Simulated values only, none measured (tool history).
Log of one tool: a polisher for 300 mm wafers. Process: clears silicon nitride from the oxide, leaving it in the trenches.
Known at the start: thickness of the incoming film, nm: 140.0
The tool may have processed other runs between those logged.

| run | day | flow of slurry (ml/min) | pressure of the wafer on the pad (kPa) | speed of the pad under the wafer (cm/s) | overpolish time after the end point (s) | time until the end point was called (s) |
|---|---|---|---|---|---|---|
| 1 | 0.000 | 240 | 22.1 | 106 | 14 | 170.43 |
| 2 | 0.133 | 275 | 22.1 | 106 | 14 | 163.90 |
| 3 | 0.400 | 275 | 22.1 | 106 | 15 | 165.62 |
| 4 | 0.558 | 275 | 22.1 | 106 | 14 | 168.85 |
| 5 | 0.679 | 275 | 22.1 | 106 | 14 | 167.46 |
| 6 | 0.738 | 275 | 25.5 | 106 | 14 | 142.73 |

What will run 7 give?
| 7 | 1.050 | 275 | 22.1 | 104 | 14 | ? |

Run 7 measured time until the end point was called (s) 168.51.

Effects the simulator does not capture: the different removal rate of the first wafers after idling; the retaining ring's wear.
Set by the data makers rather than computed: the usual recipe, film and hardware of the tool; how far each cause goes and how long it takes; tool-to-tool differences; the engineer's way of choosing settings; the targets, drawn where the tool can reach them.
